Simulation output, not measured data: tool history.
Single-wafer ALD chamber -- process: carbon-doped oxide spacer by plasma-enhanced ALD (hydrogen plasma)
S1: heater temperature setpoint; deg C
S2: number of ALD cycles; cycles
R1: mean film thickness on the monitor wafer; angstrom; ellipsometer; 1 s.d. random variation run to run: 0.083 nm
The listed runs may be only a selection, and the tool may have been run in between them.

run,day,S1,S2,R1
1,0,395,581,299.41
2,0.175,395,555,285.63
3,0.25,390,555,284.47
4,0.279,390,512,263.02
5,0.483,384,512,261.83
6,0.85,384,504,258.32
7,0.954,384,498,255.02
8,1.2,384,498,254.61
9,1.512,384,493,252.16
10,1.667,384,490,252.29

Run 11 has not been measured yet. What should we expect?
11,1.738,384,486,?

R1: 248.91 angstrom
